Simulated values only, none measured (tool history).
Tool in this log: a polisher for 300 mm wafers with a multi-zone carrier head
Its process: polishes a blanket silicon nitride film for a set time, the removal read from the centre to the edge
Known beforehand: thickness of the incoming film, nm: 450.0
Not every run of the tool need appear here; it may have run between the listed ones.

run  hour  flow of slurry (ml/min)  pressure of the head's centre zone  pressure of the head's middle zone  pressure of the head's edge zone  polishing time (s)  film removed at the wafer's centre (Å)  film removed at mid-radius (Å)  film removed at the wafer's edge (Å)
  1     0                      205                                   1                                   1                                 1                  34                                  810.93                          746.41                                778.93
  2   7.4                      200                                   1                                1.04                              0.95                  27                                  643.68                          614.08                                605.81
  3   8.1                      200                                1.07                                1.04                              0.95                  27                                  691.38                          613.97                                588.44
  4     9                      195                                1.05                                1.07                              0.92                  23                                  566.03                          529.72                                 499.1
  5  10.7                      195                                1.05                                1.07                              0.92                  27                                  674.34                          628.74                                593.84
  6  16.2                      195                                1.12                                1.07                              0.92                  27                                  716.13                          642.72                                587.88

Expected results for the next run?
       21  -- centre zone pressure recalibrated
  7    21                      200                                1.09                                 1.1                              0.91                  23                                       ?                               ?                                     ?

film removed at the wafer's centre (Å): 546.34
film removed at mid-radius (Å): 551.95
film removed at the wafer's edge (Å): 498.32
